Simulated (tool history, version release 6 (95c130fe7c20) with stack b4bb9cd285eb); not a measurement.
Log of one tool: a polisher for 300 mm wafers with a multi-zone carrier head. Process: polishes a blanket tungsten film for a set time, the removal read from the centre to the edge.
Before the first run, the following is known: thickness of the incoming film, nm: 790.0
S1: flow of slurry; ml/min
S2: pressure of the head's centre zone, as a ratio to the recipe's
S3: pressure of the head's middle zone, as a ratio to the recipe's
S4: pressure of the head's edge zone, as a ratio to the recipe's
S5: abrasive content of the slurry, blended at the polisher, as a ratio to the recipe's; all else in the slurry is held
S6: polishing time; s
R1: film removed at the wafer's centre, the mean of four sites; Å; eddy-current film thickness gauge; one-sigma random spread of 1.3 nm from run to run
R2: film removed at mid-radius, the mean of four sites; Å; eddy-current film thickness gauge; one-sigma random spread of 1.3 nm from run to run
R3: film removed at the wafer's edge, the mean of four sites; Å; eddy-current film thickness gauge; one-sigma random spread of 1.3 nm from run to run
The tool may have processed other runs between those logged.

run,hour,S1,S2,S3,S4,S5,S6,R1,R2,R3
1,0.0,320,1.00,1.00,1.00,1.00,59,1864.4,1812.3,1799.8
2,7.7,320,1.05,1.00,1.00,1.00,59,1953.4,1830.3,1831.1
3,14.6,320,1.05,1.00,1.00,1.00,49,1629.8,1509.0,1523.2
4,15.8,320,1.08,1.00,1.00,1.00,49,1685.6,1493.8,1502.2
5,24.4,320,1.08,1.00,1.00,1.10,49,1707.6,1532.6,1562.6
6,26.0,315,1.06,1.00,0.99,1.10,49,1665.0,1526.2,1542.3
7,30.6,310,1.05,1.00,0.98,1.10,49,1660.4,1548.8,1553.1
8,38.8,310,1.04,1.00,0.97,1.05,49,1648.3,1507.8,1544.1

Forecast run 9:
9,40.1,310,1.03,1.01,0.98,1.00,49,?,?,?

{"run 9": {"R1": 1616.6, "R2": 1537.3, "R3": 1486.1}}
